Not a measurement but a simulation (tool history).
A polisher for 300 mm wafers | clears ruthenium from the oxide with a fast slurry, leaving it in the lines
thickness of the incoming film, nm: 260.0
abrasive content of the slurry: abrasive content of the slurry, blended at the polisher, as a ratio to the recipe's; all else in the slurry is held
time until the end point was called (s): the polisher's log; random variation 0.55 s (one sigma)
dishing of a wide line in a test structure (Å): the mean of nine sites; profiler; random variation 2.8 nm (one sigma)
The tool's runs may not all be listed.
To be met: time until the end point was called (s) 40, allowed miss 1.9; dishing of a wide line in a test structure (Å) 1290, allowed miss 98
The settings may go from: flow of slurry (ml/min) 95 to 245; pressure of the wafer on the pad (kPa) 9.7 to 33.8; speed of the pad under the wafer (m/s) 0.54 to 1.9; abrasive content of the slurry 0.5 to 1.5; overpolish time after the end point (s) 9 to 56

| run | hour | flow of slurry (ml/min) | pressure of the wafer on the pad (kPa) | speed of the pad under the wafer (m/s) | abrasive content of the slurry | overpolish time after the end point (s) | time until the end point was called (s) | dishing of a wide line in a test structure (Å) |
|---|---|---|---|---|---|---|---|---|
| 1 | 0 | 155 | 21.4 | 1.22 | 1 | 29 | 52.392 | 1016.6 |
| 2 | 7.8 | 155 | 22.8 | 1.22 | 1 | 29 | 48.19 | 1054.4 |
| 3 | 13.3 | 155 | 22.8 | 0.92 | 1 | 29 | 63.453 | 889.58 |
| 4 | 15.5 | 155 | 24.8 | 0.92 | 1 | 30 | 56.866 | 913.91 |
| 5 | 18.6 | 155 | 26.2 | 0.94 | 1 | 32 | 53.02 | 1082.5 |
| 6 | 24.4 | 155 | 30.3 | 0.94 | 1 | 32 | 46.239 | 1176.8 |
| 7 | 31.2 | 155 | 31 | 0.94 | 1 | 32 | 44.868 | 1134.6 |
| 8 | 38.4 | 155 | 31.7 | 0.94 | 1 | 33 | 45.473 | 1182 |
| 9 | 39.6 | 155 | 32.4 | 0.96 | 1 | 33 | 41.842 | 1245.1 |

5 next moves are on the table. One of them brings every result within its allowed miss. Which?
| A | 40.8 | 165 | 32.4 | 1.1 | 0.9 | 33 | ? | ? |
| B | 40.8 | 120 | 33.8 | 1.1 | 0.8 | 26 | ? | ? |
| C | 40.8 | 155 | 33.1 | 0.88 | 1.05 | 31 | ? | ? |
| D | 40.8 | 140 | 26.9 | 1.06 | 1.15 | 38 | ? | ? |
| E | 40.8 | 150 | 29.6 | 1.18 | 0.75 | 36 | ? | ? |

| move | time until the end point was called (s) | dishing of a wide line in a test structure (Å) |
|---|---|---|
| A | 39.735 | 1273 |
| B | 42.788 | 1051.8 |
| C | 44.916 | 1141.2 |
| D | 46.111 | 1267.5 |
| E | 44.666 | 1251.7 |
A: meets every target
B: further off than the last run
C: further off than the last run
D: further off than the last run
E: further off than the last run
Move A is the one to make.
